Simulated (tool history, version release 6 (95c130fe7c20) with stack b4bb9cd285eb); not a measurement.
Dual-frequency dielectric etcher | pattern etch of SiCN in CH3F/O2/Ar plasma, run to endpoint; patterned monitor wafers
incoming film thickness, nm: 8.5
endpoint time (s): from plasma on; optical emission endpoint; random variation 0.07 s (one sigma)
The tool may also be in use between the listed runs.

Run 1, hour 0: source power (W) 480, bias power (W) 61. Result: endpoint time (s) 20.943.
Run 2, hour 3.4: source power (W) 440, bias power (W) 61. Result: endpoint time (s) 21.768.
Run 3, hour 7.2: source power (W) 360, bias power (W) 61. Result: endpoint time (s) 23.634.
Run 4, hour 14.7: source power (W) 360, bias power (W) 52. Result: endpoint time (s) 26.023.
Run 5, hour 21.9: source power (W) 300, bias power (W) 52. Result: endpoint time (s) 28.322.
Run 6, hour 22.8: source power (W) 370, bias power (W) 52. Result: endpoint time (s) 25.795.
At hour 28.4: bias power generator calibrated.
Run 7, hour 28.4: source power (W) 430, bias power (W) 53. Result: endpoint time (s) 23.578.
Run 8, hour 30.1: source power (W) 480, bias power (W) 54. Result: endpoint time (s) 22.188.
Run 9, hour 31.8: source power (W) 480, bias power (W) 54. Result: endpoint time (s) 22.123.
Run 10, hour 38.2: source power (W) 520, bias power (W) 55. Result: endpoint time (s) 21.251.

The next listed run, before its measurement:
Run 11, hour 39.7: source power (W) 520, bias power (W) 55. Result: endpoint time (s) ?.

{"run 11": {"endpoint time (s)": 21.119}}
